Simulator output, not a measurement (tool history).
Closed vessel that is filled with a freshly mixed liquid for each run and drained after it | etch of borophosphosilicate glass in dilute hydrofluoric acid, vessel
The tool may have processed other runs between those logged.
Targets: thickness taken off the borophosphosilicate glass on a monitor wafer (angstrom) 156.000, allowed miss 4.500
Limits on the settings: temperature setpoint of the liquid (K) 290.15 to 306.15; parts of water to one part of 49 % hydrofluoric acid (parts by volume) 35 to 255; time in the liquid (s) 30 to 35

run	hour	temperature setpoint of the liquid (K)	parts of water to one part of 49 % hydrofluoric acid (parts by volume)	time in the liquid (s)	thickness taken off the borophosphosilicate glass on a monitor wafer (angstrom)
1	0.0	298.15	145	35	103.530
2	7.0	299.65	140	35	113.160
3	9.4	299.65	140	30	95.003
4	17.9	299.65	125	30	110.110
5	22.8	300.65	115	30	126.050
6	29.6	300.65	115	30	124.030
7	37.5	301.65	110	30	135.720
8	39.1	302.65	110	30	142.960
9	44.4	303.15	110	30	144.570
10	51.1	303.65	110	30	146.380
11	58.7	304.15	110	30	150.950

Of the 4 settings listed for the next run, only one would bring every result within its allowed miss of target. Which one?
A	66.3	303.65	105	30	?
B	66.3	305.15	120	35	?
C	66.3	305.15	115	30	?
D	66.3	304.65	115	30	?

move	thickness taken off the borophosphosilicate glass on a monitor wafer (angstrom)
A	156.510
B	165.230
C	148.850
D	146.170
A: meets every target
B: pushes the last run's worst result past its target
C: further off than the last run
D: further off than the last run
Move A is the one to make.

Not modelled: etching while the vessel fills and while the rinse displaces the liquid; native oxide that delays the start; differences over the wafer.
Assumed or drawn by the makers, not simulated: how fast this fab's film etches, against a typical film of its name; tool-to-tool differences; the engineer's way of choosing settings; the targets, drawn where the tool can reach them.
